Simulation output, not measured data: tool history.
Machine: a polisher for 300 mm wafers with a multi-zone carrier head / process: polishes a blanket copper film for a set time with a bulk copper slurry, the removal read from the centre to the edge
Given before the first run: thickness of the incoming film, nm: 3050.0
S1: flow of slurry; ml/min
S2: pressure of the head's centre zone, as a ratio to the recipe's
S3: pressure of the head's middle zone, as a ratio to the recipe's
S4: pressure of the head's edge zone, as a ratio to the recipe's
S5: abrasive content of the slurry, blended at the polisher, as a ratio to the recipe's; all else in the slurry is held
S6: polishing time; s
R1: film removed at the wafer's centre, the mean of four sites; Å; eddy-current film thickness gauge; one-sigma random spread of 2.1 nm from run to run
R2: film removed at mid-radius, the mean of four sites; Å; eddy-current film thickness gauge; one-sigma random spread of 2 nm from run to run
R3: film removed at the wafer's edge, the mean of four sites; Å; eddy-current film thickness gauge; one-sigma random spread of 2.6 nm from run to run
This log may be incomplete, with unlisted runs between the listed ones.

run 1 hour=0 | S1=125 S2=1 S3=1 S4=1 S5=1 S6=36 | R1=4133.3 R2=4271 R3=4199.1
run 2 hour=5.5 | S1=125 S2=1 S3=1 S4=1 S5=1.1 S6=36 | R1=4239.3 R2=4298.9 R3=4289.6
run 3 hour=14.3 | S1=125 S2=1 S3=1 S4=1.07 S5=1.1 S6=36 | R1=4216.2 R2=4247.9 R3=4448.5
run 4 hour=19.3 | S1=120 S2=1.01 S3=0.96 S4=1.06 S5=1 S6=34 | R1=3868.6 R2=3808.9 R3=4111
run 5 hour=28.2 | S1=115 S2=1.03 S3=0.93 S4=1.05 S5=0.9 S6=32 | R1=3613.6 R2=3422.3 R3=3697.2
run 6 hour=33 | S1=115 S2=1.03 S3=0.93 S4=1.01 S5=0.9 S6=32 | R1=3643 R2=3387.2 R3=3645.5
run 7 hour=35.6 | S1=105 S2=1.03 S3=0.9 S4=1 S5=0.8 S6=31 | R1=3358 R2=3057.6 R3=3314.2

Run 8, settings as shown, results not yet in. Your forecast:
run 8 hour=42.5 | S1=100 S2=1.03 S3=0.88 S4=1 S5=0.75 S6=31 | R1=? R2=? R3=?

R1: 3232.5 Å
R2: 2953.4 Å
R3: 3253.7 Å

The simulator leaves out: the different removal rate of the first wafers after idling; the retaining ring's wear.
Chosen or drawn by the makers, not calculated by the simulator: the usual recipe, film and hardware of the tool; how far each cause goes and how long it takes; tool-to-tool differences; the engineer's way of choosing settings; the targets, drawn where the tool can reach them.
